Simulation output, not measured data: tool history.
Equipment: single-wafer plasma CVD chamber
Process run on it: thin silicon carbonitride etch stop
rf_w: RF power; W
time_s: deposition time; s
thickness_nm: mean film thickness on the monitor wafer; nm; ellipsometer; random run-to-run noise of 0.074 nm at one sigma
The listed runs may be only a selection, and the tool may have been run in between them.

| run | hour | rf_w | time_s | thickness_nm |
|---|---|---|---|---|
| 1 | 0.0 | 195 | 19.4 | 11.360 |
| 2 | 8.5 | 205 | 20.0 | 11.939 |
| 3 | 13.6 | 215 | 20.0 | 12.163 |
| 4 | 20.9 | 215 | 18.3 | 11.057 |
| 5 | 22.5 | 235 | 18.3 | 11.353 |
| 6 | 29.6 | 240 | 19.0 | 11.779 |
| 7 | 31.8 | 240 | 19.6 | 12.292 |
| 8 | 39.5 | 240 | 19.9 | 12.426 |

What will run 9 give?
| 9 | 44.8 | 240 | 20.1 | ? |

Run 9 produced thickness_nm 12.404 nm.

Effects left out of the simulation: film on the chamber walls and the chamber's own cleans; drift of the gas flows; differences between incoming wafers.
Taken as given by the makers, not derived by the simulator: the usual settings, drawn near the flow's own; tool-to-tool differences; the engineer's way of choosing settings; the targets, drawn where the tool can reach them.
